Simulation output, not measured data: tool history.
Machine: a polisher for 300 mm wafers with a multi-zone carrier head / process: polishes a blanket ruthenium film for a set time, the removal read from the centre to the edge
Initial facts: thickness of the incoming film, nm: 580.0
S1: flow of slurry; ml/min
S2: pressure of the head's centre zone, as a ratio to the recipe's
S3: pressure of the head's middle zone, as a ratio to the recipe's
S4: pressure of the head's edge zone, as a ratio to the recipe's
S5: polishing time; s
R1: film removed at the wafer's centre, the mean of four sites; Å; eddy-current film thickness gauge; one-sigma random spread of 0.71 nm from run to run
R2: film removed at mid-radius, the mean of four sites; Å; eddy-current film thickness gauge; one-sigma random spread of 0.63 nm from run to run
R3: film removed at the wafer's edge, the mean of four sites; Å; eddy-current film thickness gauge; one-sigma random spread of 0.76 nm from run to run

run	hour	S1	S2	S3	S4	S5	R1	R2	R3
1	0	160	1	1	1	81	1000.3	971.1	977.53
2	2.5	160	1	0.95	1	81	970.9	939.72	976.87
3	10	125	1	0.95	1	81	939.02	905.19	947.54
4	14.3	120	0.97	0.95	1	81	910.38	884.08	931.59
5	23.1	115	0.94	0.97	1.01	81	864.28	901.46	948.54
6	30.9	115	0.94	0.97	1.01	88	935.43	973.63	1023
7	32.3	110	0.92	0.96	0.98	87	902.31	949.74	987.83
8	39.3	110	0.9	0.95	0.96	87	878.76	946.17	998.85
9	43.6	110	0.9	0.95	0.94	86	869.55	923.99	973.98
10	46.4	110	0.89	0.95	0.92	85	839.79	917.58	940.92

Expected results for the next run?
11	54.2	105	0.89	0.95	0.91	85	?	?	?

Run 11 came out at R1 844.42 Å, R2 913.19 Å, R3 937.35 Å.
